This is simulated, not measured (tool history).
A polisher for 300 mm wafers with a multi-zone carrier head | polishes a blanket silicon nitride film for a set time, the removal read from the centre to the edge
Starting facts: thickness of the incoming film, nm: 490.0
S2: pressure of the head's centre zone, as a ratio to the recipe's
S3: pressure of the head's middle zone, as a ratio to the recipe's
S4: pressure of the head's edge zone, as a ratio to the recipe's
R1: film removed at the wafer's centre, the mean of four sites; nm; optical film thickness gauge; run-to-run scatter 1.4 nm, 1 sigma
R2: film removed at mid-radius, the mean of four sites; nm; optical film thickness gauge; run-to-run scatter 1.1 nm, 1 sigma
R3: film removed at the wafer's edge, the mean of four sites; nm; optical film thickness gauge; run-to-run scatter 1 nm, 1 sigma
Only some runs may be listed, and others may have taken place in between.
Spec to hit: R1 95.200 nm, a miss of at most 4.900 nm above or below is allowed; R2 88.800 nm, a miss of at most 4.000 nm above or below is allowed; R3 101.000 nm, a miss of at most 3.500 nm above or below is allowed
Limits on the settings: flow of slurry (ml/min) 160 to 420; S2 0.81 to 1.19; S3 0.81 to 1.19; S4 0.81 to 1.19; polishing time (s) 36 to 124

{"run": 1, "hour": 0.0, "flow of slurry (ml/min)": 270, "S2": 1.0, "S3": 1.0, "S4": 1.0, "polishing time (s)": 79, "R1": 146.74, "R2": 154.55, "R3": 158.82}
{"run": 2, "hour": 8.0, "flow of slurry (ml/min)": 265, "S2": 1.0, "S3": 0.97, "S4": 0.98, "polishing time (s)": 72, "R1": 139.67, "R2": 137.25, "R3": 142.07}
{"run": 3, "hour": 12.2, "flow of slurry (ml/min)": 260, "S2": 0.97, "S3": 0.94, "S4": 0.98, "polishing time (s)": 66, "R1": 123.51, "R2": 122.26, "R3": 130.86}
{"run": 4, "hour": 16.6, "flow of slurry (ml/min)": 260, "S2": 0.97, "S3": 0.99, "S4": 0.98, "polishing time (s)": 66, "R1": 126.07, "R2": 129.27, "R3": 131.87}
{"run": 5, "hour": 20.2, "flow of slurry (ml/min)": 255, "S2": 0.95, "S3": 0.96, "S4": 0.97, "polishing time (s)": 62, "R1": 113.8, "R2": 116.55, "R3": 121.5}
{"run": 6, "hour": 24.9, "flow of slurry (ml/min)": 250, "S2": 0.94, "S3": 0.93, "S4": 0.95, "polishing time (s)": 60, "R1": 112.72, "R2": 112.43, "R3": 116.88}
{"run": 7, "hour": 26.7, "flow of slurry (ml/min)": 245, "S2": 0.93, "S3": 0.91, "S4": 0.95, "polishing time (s)": 58, "R1": 100.39, "R2": 104.05, "R3": 115.18}
{"run": 8, "hour": 29.3, "flow of slurry (ml/min)": 250, "S2": 1.01, "S3": 0.85, "S4": 0.85, "polishing time (s)": 49, "R1": 95.757, "R2": 83.309, "R3": 92.734}
{"run": 9, "hour": 37.3, "flow of slurry (ml/min)": 255, "S2": 1.0, "S3": 0.85, "S4": 0.87, "polishing time (s)": 49, "R1": 92.257, "R2": 83.86, "R3": 93.611}
{"run": 10, "hour": 41.7, "flow of slurry (ml/min)": 270, "S2": 1.01, "S3": 0.86, "S4": 0.95, "polishing time (s)": 53, "R1": 101.57, "R2": 93.632, "R3": 105.65}
{"run": 11, "hour": 45.8, "flow of slurry (ml/min)": 270, "S2": 1.0, "S3": 0.86, "S4": 0.94, "polishing time (s)": 53, "R1": 101.14, "R2": 89.678, "R3": 104.36}

Of the 5 settings listed for the next run, only one would bring every result within its allowed miss of target. Which one?
{"run": "A", "hour": 49.9, "flow of slurry (ml/min)": 280, "S2": 1.1, "S3": 0.87, "S4": 0.98, "polishing time (s)": 50, "R1": "?", "R2": "?", "R3": "?"}
{"run": "B", "hour": 49.9, "flow of slurry (ml/min)": 260, "S2": 1.03, "S3": 0.93, "S4": 0.95, "polishing time (s)": 48, "R1": "?", "R2": "?", "R3": "?"}
{"run": "C", "hour": 49.9, "flow of slurry (ml/min)": 290, "S2": 1.05, "S3": 0.86, "S4": 0.94, "polishing time (s)": 51, "R1": "?", "R2": "?", "R3": "?"}
{"run": "D", "hour": 49.9, "flow of slurry (ml/min)": 175, "S2": 0.82, "S3": 0.81, "S4": 1.02, "polishing time (s)": 58, "R1": "?", "R2": "?", "R3": "?"}
{"run": "E", "hour": 49.9, "flow of slurry (ml/min)": 230, "S2": 0.97, "S3": 0.87, "S4": 0.95, "polishing time (s)": 52, "R1": "?", "R2": "?", "R3": "?"}

move=A R1=105.750 R2=87.539 R3=100.630
move=B R1=95.260 R2=88.068 R3=94.883
move=C R1=104.230 R2=88.814 R3=101.530
move=D R1=89.258 R2=89.216 R3=112.280
move=E R1=96.454 R2=88.824 R3=101.610
A: the biggest miss grows against the last run
B: meets the target for the result that was furthest off, but another lies outside its allowed miss
C: the biggest miss grows against the last run
D: the result that was furthest off in the last run now lies on the other side of its target
E: every result lands within tolerance
E is the move that brings every result within its allowed miss.

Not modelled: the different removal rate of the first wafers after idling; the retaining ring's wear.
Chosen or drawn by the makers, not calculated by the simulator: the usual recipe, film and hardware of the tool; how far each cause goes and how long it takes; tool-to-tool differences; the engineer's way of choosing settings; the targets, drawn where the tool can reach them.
